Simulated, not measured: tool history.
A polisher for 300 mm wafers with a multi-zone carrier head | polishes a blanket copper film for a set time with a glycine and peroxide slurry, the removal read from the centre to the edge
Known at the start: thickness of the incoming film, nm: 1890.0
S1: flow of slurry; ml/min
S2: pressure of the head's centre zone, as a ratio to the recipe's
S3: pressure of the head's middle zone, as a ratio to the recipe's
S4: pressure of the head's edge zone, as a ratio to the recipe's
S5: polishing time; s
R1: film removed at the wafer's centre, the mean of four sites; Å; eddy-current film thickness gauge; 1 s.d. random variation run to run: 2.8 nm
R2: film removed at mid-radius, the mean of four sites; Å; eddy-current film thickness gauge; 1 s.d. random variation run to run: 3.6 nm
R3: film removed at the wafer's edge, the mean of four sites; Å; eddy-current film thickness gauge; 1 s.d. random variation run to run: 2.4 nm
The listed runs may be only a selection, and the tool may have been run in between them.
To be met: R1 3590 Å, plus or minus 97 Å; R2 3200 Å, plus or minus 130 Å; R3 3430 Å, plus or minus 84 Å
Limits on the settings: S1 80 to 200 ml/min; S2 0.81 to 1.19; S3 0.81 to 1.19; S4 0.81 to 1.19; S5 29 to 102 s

run 1 hour=0 | S1=130 S2=1 S3=1 S4=1 S5=65 | R1=3140.8 R2=3262.2 R3=3184.8
run 2 hour=2.3 | S1=160 S2=1 S3=1 S4=1 S5=65 | R1=3273 R2=3366.6 R3=3233.3
run 3 hour=7 | S1=160 S2=1 S3=0.92 S4=1 S5=65 | R1=3286.7 R2=3167.5 R3=3257.8
run 4 hour=14.4 | S1=130 S2=1 S3=0.92 S4=1 S5=65 | R1=3091.1 R2=3016.2 R3=3192.6
run 5 hour=19.8 | S1=130 S2=0.91 S3=0.92 S4=1 S5=65 | R1=2873.4 R2=2944.8 R3=3192.7
run 6 hour=25.9 | S1=130 S2=0.83 S3=0.92 S4=1 S5=65 | R1=2602.8 R2=3029.7 R3=3175
run 7 hour=28.9 | S1=165 S2=0.93 S3=0.92 S4=0.98 S5=66 | R1=3119.5 R2=3273.9 R3=3316.8
run 8 hour=31.5 | S1=195 S2=1.03 S3=0.83 S4=0.99 S5=66 | R1=3599.1 R2=2987.9 R3=3395.2
run 9 hour=37.5 | S1=195 S2=1.03 S3=0.84 S4=0.99 S5=66 | R1=3562.7 R2=3081.5 R3=3451.2
run 10 hour=43 | S1=200 S2=1.03 S3=0.87 S4=0.95 S5=66 | R1=3560.3 R2=3156.3 R3=3336.7

Which one of the following 4 next-run settings gets every result inside its allowed miss? There is exactly one.
run A hour=48.5 | S1=195 S2=1.04 S3=0.88 S4=1.01 S5=66 | R1=? R2=? R3=?
run B hour=48.5 | S1=190 S2=0.97 S3=0.87 S4=0.98 S5=66 | R1=? R2=? R3=?
run C hour=48.5 | S1=200 S2=1.06 S3=0.86 S4=0.89 S5=66 | R1=? R2=? R3=?
run D hour=48.5 | S1=195 S2=1.06 S3=0.98 S4=0.94 S5=63 | R1=? R2=? R3=?

move=A R1=3596.9 R2=3200.3 R3=3483.9
move=B R1=3338.3 R2=3159.3 R3=3424.3
move=C R1=3681.3 R2=3152 R3=3292.4
move=D R1=3502.4 R2=3341.8 R3=3209.2
A: every result within its allowed miss
B: the furthest-off result lands on target, but another misses its tolerance
C: its largest miss is bigger than the last run's
D: its largest miss is bigger than the last run's
Move A is the one to make.

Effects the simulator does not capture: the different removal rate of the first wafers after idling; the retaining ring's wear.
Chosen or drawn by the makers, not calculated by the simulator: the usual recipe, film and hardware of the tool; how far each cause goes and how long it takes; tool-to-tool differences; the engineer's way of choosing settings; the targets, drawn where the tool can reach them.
